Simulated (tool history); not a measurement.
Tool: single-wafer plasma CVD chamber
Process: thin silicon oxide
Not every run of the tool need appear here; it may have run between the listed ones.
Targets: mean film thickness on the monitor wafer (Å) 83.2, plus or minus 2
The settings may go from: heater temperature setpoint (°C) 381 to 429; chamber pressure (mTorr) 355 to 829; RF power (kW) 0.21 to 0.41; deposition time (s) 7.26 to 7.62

run,hour,heater temperature setpoint (°C),chamber pressure (mTorr),RF power (kW),deposition time (s),mean film thickness on the monitor wafer (Å)
1,0,405,592,0.31,7.62,95.127
2,3.2,395,592,0.31,7.62,95.237
3,9.8,406,592,0.31,7.62,94.041
4,16.2,416,592,0.31,7.62,94.003
5,17.3,416,575,0.31,7.62,91.689
6,26.3,416,479,0.31,7.62,76.293
7,28.4,416,491,0.31,7.62,78.082
8,35.4,416,500,0.31,7.62,79.463

Exactly one of the 5 candidate moves below puts every result within its allowed miss. Which one?
A,42.4,416,521,0.32,7.54,?
B,42.4,417,478,0.315,7.34,?
C,42.4,417,506,0.32,7.26,?
D,42.4,421,508,0.305,7.62,?
E,42.4,417,479,0.33,7.62,?

move,mean film thickness on the monitor wafer (Å)
A,83.512
B,74.102
C,78.079
D,80.221
E,78.762
A: each result inside its tolerance
B: the biggest miss grows against the last run
C: the biggest miss grows against the last run
D: nearer the targets than the last run, but a result is still out of spec
E: the biggest miss grows against the last run
So the answer is move A, the one that meets all the targets.
